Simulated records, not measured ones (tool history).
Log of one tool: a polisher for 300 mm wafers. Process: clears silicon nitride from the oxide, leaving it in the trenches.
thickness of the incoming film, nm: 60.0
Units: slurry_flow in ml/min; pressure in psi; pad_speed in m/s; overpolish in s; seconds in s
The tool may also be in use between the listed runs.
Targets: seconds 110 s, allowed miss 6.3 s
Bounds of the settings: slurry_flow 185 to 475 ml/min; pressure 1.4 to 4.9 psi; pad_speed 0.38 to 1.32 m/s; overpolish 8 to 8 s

{"run": 1, "hour": 0.0, "slurry_flow": 305, "pressure": 3.1, "pad_speed": 0.84, "overpolish": 8, "seconds": 70.924}
{"run": 2, "hour": 2.3, "slurry_flow": 305, "pressure": 3.4, "pad_speed": 0.84, "overpolish": 8, "seconds": 65.959}
{"run": 3, "hour": 7.7, "slurry_flow": 270, "pressure": 3.4, "pad_speed": 0.84, "overpolish": 8, "seconds": 63.716}
{"run": 4, "hour": 15.7, "slurry_flow": 245, "pressure": 3.4, "pad_speed": 0.84, "overpolish": 8, "seconds": 65.7}
{"run": 5, "hour": 19.7, "slurry_flow": 245, "pressure": 3.2, "pad_speed": 0.84, "overpolish": 8, "seconds": 69.165}
{"run": 6, "hour": 20.7, "slurry_flow": 245, "pressure": 3, "pad_speed": 0.84, "overpolish": 8, "seconds": 72.996}
{"run": 7, "hour": 29.1, "slurry_flow": 245, "pressure": 2.8, "pad_speed": 0.84, "overpolish": 8, "seconds": 78.577}
{"run": 8, "hour": 33.0, "slurry_flow": 245, "pressure": 2.7, "pad_speed": 0.84, "overpolish": 8, "seconds": 81.254}
{"run": 9, "hour": 41.9, "slurry_flow": 245, "pressure": 2.6, "pad_speed": 0.84, "overpolish": 8, "seconds": 84.797}
{"run": 10, "hour": 47.5, "slurry_flow": 245, "pressure": 2.5, "pad_speed": 0.84, "overpolish": 8, "seconds": 90.663}
{"run": 11, "hour": 55.8, "slurry_flow": 245, "pressure": 2.4, "pad_speed": 0.84, "overpolish": 8, "seconds": 88.387}
{"run": 12, "hour": 62.3, "slurry_flow": 245, "pressure": 1.5, "pad_speed": 0.8, "overpolish": 8, "seconds": 143.96}
{"run": 13, "hour": 70.1, "slurry_flow": 245, "pressure": 2.2, "pad_speed": 0.82, "overpolish": 8, "seconds": 100.58}

5 next moves are on the table. One of them brings every result within its allowed miss. Which?
{"run": "A", "hour": 77.9, "slurry_flow": 210, "pressure": 2.6, "pad_speed": 0.78, "overpolish": 8, "seconds": "?"}
{"run": "B", "hour": 77.9, "slurry_flow": 265, "pressure": 2.2, "pad_speed": 0.88, "overpolish": 8, "seconds": "?"}
{"run": "C", "hour": 77.9, "slurry_flow": 275, "pressure": 1.9, "pad_speed": 0.7, "overpolish": 8, "seconds": "?"}
{"run": "D", "hour": 77.9, "slurry_flow": 225, "pressure": 1.7, "pad_speed": 0.84, "overpolish": 8, "seconds": "?"}
{"run": "E", "hour": 77.9, "slurry_flow": 210, "pressure": 2.3, "pad_speed": 0.72, "overpolish": 8, "seconds": "?"}

move=A seconds=93.129
move=B seconds=93.341
move=C seconds=132.05
move=D seconds=125.06
move=E seconds=112.38
A: further off than the last run
B: further off than the last run
C: takes the result that was furthest off past its target
D: takes the result that was furthest off past its target
E: meets every target
Answer: E
